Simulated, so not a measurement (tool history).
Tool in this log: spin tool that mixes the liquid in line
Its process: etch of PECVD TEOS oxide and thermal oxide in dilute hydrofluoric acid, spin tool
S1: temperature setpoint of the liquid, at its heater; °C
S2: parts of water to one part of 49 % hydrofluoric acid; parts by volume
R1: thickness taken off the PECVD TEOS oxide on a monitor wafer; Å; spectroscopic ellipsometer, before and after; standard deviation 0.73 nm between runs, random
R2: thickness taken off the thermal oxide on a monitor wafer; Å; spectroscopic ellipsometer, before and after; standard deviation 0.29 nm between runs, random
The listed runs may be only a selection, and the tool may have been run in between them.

Run 1, hour 0.0: S1 21.0 °C, S2 60 parts by volume, time under the liquid (s) 180. Result: R1 424.52 Å, R2 136.33 Å.
Run 2, hour 2.8: S1 23.5 °C, S2 50 parts by volume, time under the liquid (s) 180. Result: R1 578.58 Å, R2 187.10 Å.
Run 3, hour 7.3: S1 23.5 °C, S2 70 parts by volume, time under the liquid (s) 180. Result: R1 400.40 Å, R2 127.64 Å.
Run 4, hour 13.3: S1 26.5 °C, S2 70 parts by volume, time under the liquid (s) 180. Result: R1 448.37 Å, R2 146.68 Å.
Run 5, hour 21.6: S1 26.5 °C, S2 55 parts by volume, time under the liquid (s) 180. Result: R1 580.70 Å, R2 186.44 Å.
Run 6, hour 25.3: S1 26.5 °C, S2 55 parts by volume, time under the liquid (s) 245. Result: R1 797.62 Å, R2 253.75 Å.
Run 7, hour 31.1: S1 27.5 °C, S2 55 parts by volume, time under the liquid (s) 245. Result: R1 828.24 Å, R2 266.32 Å.

The next listed run, before its measurement:
Run 8, hour 32.9: S1 29.0 °C, S2 50 parts by volume, time under the liquid (s) 245. Result: R1 ?, R2 ?.

Run 8 produced R1 969.91 Å, R2 318.89 Å.

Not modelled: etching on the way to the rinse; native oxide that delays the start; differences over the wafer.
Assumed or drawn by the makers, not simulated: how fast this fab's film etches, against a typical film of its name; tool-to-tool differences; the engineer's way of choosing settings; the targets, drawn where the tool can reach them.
